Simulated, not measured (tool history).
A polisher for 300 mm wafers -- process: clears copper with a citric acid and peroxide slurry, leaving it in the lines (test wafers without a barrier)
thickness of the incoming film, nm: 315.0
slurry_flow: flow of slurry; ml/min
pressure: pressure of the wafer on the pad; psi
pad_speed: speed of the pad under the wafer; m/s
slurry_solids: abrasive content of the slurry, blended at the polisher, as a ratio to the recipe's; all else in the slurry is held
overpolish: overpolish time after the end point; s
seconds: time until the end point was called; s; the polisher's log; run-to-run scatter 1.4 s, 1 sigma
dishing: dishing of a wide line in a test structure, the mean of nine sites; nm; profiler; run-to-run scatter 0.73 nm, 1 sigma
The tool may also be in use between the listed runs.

Run 1, hour 0.0: slurry_flow 240 ml/min, pressure 3.3 psi, pad_speed 1.00 m/s, slurry_solids 1.0, overpolish 28 s. Result: seconds 156.30 s, dishing 33.473 nm.
Run 2, hour 3.1: slurry_flow 295 ml/min, pressure 3.3 psi, pad_speed 1.00 m/s, slurry_solids 1.0, overpolish 28 s. Result: seconds 154.09 s, dishing 35.039 nm.
Run 3, hour 10.3: slurry_flow 330 ml/min, pressure 3.3 psi, pad_speed 1.00 m/s, slurry_solids 1.0, overpolish 28 s. Result: seconds 154.87 s, dishing 34.616 nm.
Run 4, hour 16.0: slurry_flow 330 ml/min, pressure 3.3 psi, pad_speed 1.10 m/s, slurry_solids 1.0, overpolish 28 s. Result: seconds 140.42 s, dishing 39.551 nm.
Run 5, hour 19.9: slurry_flow 330 ml/min, pressure 3.4 psi, pad_speed 1.10 m/s, slurry_solids 1.0, overpolish 27 s. Result: seconds 135.78 s, dishing 37.990 nm.
Run 6, hour 27.5: slurry_flow 330 ml/min, pressure 3.5 psi, pad_speed 1.10 m/s, slurry_solids 1.0, overpolish 27 s. Result: seconds 133.28 s, dishing 38.749 nm.
Run 7, hour 30.7: slurry_flow 330 ml/min, pressure 3.6 psi, pad_speed 1.10 m/s, slurry_solids 1.0, overpolish 27 s. Result: seconds 128.93 s, dishing 40.245 nm.
Run 8, hour 34.8: slurry_flow 330 ml/min, pressure 3.7 psi, pad_speed 1.10 m/s, slurry_solids 1.0, overpolish 26 s. Result: seconds 125.93 s, dishing 38.908 nm.
Run 9, hour 40.4: slurry_flow 330 ml/min, pressure 3.8 psi, pad_speed 1.10 m/s, slurry_solids 1.0, overpolish 26 s. Result: seconds 124.00 s, dishing 40.243 nm.

Expected results for the next run?
Run 10, hour 46.4: slurry_flow 330 ml/min, pressure 3.9 psi, pad_speed 1.10 m/s, slurry_solids 1.0, overpolish 26 s. Result: seconds ?, dishing ?.

Run 10 yielded seconds 121.89 s, dishing 41.700 nm.
